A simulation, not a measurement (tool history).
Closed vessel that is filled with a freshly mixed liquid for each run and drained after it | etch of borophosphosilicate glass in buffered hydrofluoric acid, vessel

run  hour  temperature setpoint of the liquid (K)  parts of 40 % ammonium fluoride to one part of 49 % hydrofluoric acid (parts by volume)  time in the liquid (s)  thickness taken off the borophosphosilicate glass on a monitor wafer (Å)
  1   0.0                                  293.15                                                                                     11.0                     105                                                                   1045.90
  2   2.6                                  293.15                                                                                     11.0                     110                                                                   1082.40
  3  11.7                                  290.65                                                                                     11.0                     110                                                                    947.26
  4  17.4                                  290.65                                                                                      8.5                     110                                                                   1176.80
  5  18.8                                  290.65                                                                                      6.0                     110                                                                   1677.10
  6  20.0                                  290.65                                                                                      6.5                     110                                                                   1561.40
  7  21.1                                  290.65                                                                                      7.0                     110                                                                   1456.40
  8  23.8                                  290.65                                                                                      7.0                     110                                                                   1477.70

Run 9 comes next. What will it give?
  9  30.9                                  290.65                                                                                      7.5                     110                                                                         ?

thickness taken off the borophosphosilicate glass on a monitor wafer (Å): 1347.10
